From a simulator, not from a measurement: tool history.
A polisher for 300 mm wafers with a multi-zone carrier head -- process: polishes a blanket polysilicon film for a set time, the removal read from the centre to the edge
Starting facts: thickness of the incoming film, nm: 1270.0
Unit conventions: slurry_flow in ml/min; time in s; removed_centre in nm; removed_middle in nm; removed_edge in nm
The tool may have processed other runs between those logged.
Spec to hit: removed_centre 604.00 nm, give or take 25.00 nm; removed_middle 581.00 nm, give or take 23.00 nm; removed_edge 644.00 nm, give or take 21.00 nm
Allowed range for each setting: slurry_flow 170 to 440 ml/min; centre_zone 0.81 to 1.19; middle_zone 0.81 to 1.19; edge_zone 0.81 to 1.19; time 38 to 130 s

Run 1, hour 0.0: slurry_flow 280 ml/min, centre_zone 1.00, middle_zone 1.00, edge_zone 1.00, time 84 s. Result: removed_centre 532.71 nm, removed_middle 512.26 nm, removed_edge 520.79 nm.
Run 2, hour 0.7: slurry_flow 280 ml/min, centre_zone 1.00, middle_zone 1.00, edge_zone 1.03, time 86 s. Result: removed_centre 531.84 nm, removed_middle 528.23 nm, removed_edge 541.89 nm.
Run 3, hour 8.6: slurry_flow 280 ml/min, centre_zone 1.00, middle_zone 1.00, edge_zone 1.03, time 78 s. Result: removed_centre 491.36 nm, removed_middle 467.46 nm, removed_edge 484.74 nm.
Run 4, hour 12.6: slurry_flow 325 ml/min, centre_zone 1.00, middle_zone 1.00, edge_zone 1.03, time 78 s. Result: removed_centre 501.20 nm, removed_middle 484.29 nm, removed_edge 491.76 nm.
Run 5, hour 15.8: slurry_flow 320 ml/min, centre_zone 1.00, middle_zone 0.99, edge_zone 1.04, time 81 s. Result: removed_centre 506.82 nm, removed_middle 491.26 nm, removed_edge 512.00 nm.
Run 6, hour 21.4: slurry_flow 320 ml/min, centre_zone 1.00, middle_zone 0.95, edge_zone 1.04, time 81 s. Result: removed_centre 510.73 nm, removed_middle 472.01 nm, removed_edge 502.37 nm.
Run 7, hour 26.3: slurry_flow 310 ml/min, centre_zone 1.01, middle_zone 0.96, edge_zone 1.06, time 84 s. Result: removed_centre 534.71 nm, removed_middle 512.45 nm, removed_edge 532.19 nm.
Run 8, hour 31.4: slurry_flow 305 ml/min, centre_zone 1.01, middle_zone 0.94, edge_zone 1.07, time 86 s. Result: removed_centre 558.23 nm, removed_middle 504.66 nm, removed_edge 555.26 nm.
Run 9, hour 32.0: slurry_flow 305 ml/min, centre_zone 1.01, middle_zone 0.95, edge_zone 1.08, time 87 s. Result: removed_centre 565.52 nm, removed_middle 508.19 nm, removed_edge 547.58 nm.
Run 10, hour 37.7: slurry_flow 300 ml/min, centre_zone 1.00, middle_zone 0.95, edge_zone 1.08, time 89 s. Result: removed_centre 562.84 nm, removed_middle 528.44 nm, removed_edge 571.31 nm.
Run 11, hour 44.0: slurry_flow 300 ml/min, centre_zone 1.00, middle_zone 0.95, edge_zone 1.09, time 90 s. Result: removed_centre 563.64 nm, removed_middle 544.00 nm, removed_edge 573.84 nm.
Run 12, hour 45.8: slurry_flow 295 ml/min, centre_zone 1.00, middle_zone 0.94, edge_zone 1.10, time 92 s. Result: removed_centre 567.13 nm, removed_middle 530.53 nm, removed_edge 589.50 nm.
Run 13, hour 48.6: slurry_flow 295 ml/min, centre_zone 1.00, middle_zone 0.94, edge_zone 1.10, time 92 s. Result: removed_centre 570.27 nm, removed_middle 542.96 nm, removed_edge 587.00 nm.
Run 14, hour 56.9: slurry_flow 295 ml/min, centre_zone 1.00, middle_zone 0.94, edge_zone 1.11, time 93 s. Result: removed_centre 591.95 nm, removed_middle 543.74 nm, removed_edge 609.30 nm.
Run 15, hour 65.8: slurry_flow 295 ml/min, centre_zone 1.00, middle_zone 0.95, edge_zone 1.12, time 93 s. Result: removed_centre 582.78 nm, removed_middle 554.78 nm, removed_edge 599.70 nm.
Run 16, hour 72.0: slurry_flow 295 ml/min, centre_zone 1.00, middle_zone 0.95, edge_zone 1.12, time 94 s. Result: removed_centre 593.22 nm, removed_middle 553.86 nm, removed_edge 612.98 nm.

Pick the move, out of 4, that brings all results within their allowed miss; only one does.
Run A, hour 78.2: slurry_flow 315 ml/min, centre_zone 1.02, middle_zone 0.98, edge_zone 1.07, time 91 s. Result: removed_centre ?, removed_middle ?, removed_edge ?.
Run B, hour 78.2: slurry_flow 295 ml/min, centre_zone 1.08, middle_zone 0.92, edge_zone 1.16, time 89 s. Result: removed_centre ?, removed_middle ?, removed_edge ?.
Run C, hour 78.2: slurry_flow 280 ml/min, centre_zone 1.14, middle_zone 1.01, edge_zone 1.10, time 87 s. Result: removed_centre ?, removed_middle ?, removed_edge ?.
Run D, hour 78.2: slurry_flow 230 ml/min, centre_zone 0.98, middle_zone 0.93, edge_zone 1.09, time 102 s. Result: removed_centre ?, removed_middle ?, removed_edge ?.

move  removed_centre  removed_middle  removed_edge
   A          590.48          547.19        585.96
   B          607.03          511.58        594.44
   C          622.94          525.97        562.56
   D          609.85          572.76        644.89
A: further off than the last run
B: further off than the last run
C: further off than the last run
D: each result inside its tolerance
The move that meets every target is D.
